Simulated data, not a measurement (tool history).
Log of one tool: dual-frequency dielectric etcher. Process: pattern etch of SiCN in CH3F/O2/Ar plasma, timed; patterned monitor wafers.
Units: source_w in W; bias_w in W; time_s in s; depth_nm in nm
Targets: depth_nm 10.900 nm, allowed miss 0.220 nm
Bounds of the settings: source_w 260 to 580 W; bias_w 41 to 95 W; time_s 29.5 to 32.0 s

{"run": 1, "hour": 0.0, "source_w": 420, "bias_w": 68, "time_s": 32.0, "depth_nm": 12.162}
{"run": 2, "hour": 5.8, "source_w": 410, "bias_w": 68, "time_s": 32.0, "depth_nm": 12.09}
{"run": 3, "hour": 7.6, "source_w": 400, "bias_w": 68, "time_s": 32.0, "depth_nm": 12.112}
{"run": 4, "hour": 9.7, "source_w": 450, "bias_w": 68, "time_s": 32.0, "depth_nm": 12.595}
{"run": 5, "hour": 16.2, "source_w": 440, "bias_w": 67, "time_s": 32.0, "depth_nm": 12.318}
{"run": 6, "hour": 18.3, "source_w": 370, "bias_w": 67, "time_s": 32.0, "depth_nm": 11.676}
{"run": 7, "hour": 19.7, "source_w": 360, "bias_w": 67, "time_s": 32.0, "depth_nm": 11.573}
{"run": 8, "hour": 24.9, "source_w": 300, "bias_w": 64, "time_s": 32.0, "depth_nm": 10.588}
{"run": 9, "hour": 28.4, "source_w": 310, "bias_w": 64, "time_s": 32.0, "depth_nm": 10.698}

4 next moves are on the table. One of them brings every result within its allowed miss. Which?
{"run": "A", "hour": 31.9, "source_w": 320, "bias_w": 68, "time_s": 31.5, "depth_nm": "?"}
{"run": "B", "hour": 31.9, "source_w": 330, "bias_w": 62, "time_s": 30.5, "depth_nm": "?"}
{"run": "C", "hour": 31.9, "source_w": 320, "bias_w": 64, "time_s": 31.0, "depth_nm": "?"}
{"run": "D", "hour": 31.9, "source_w": 320, "bias_w": 70, "time_s": 29.5, "depth_nm": "?"}

move=A depth_nm=10.981
move=B depth_nm=10.288
move=C depth_nm=10.497
move=D depth_nm=10.427
A: meets every target
B: further off than the last run
C: further off than the last run
D: further off than the last run
Answer: A

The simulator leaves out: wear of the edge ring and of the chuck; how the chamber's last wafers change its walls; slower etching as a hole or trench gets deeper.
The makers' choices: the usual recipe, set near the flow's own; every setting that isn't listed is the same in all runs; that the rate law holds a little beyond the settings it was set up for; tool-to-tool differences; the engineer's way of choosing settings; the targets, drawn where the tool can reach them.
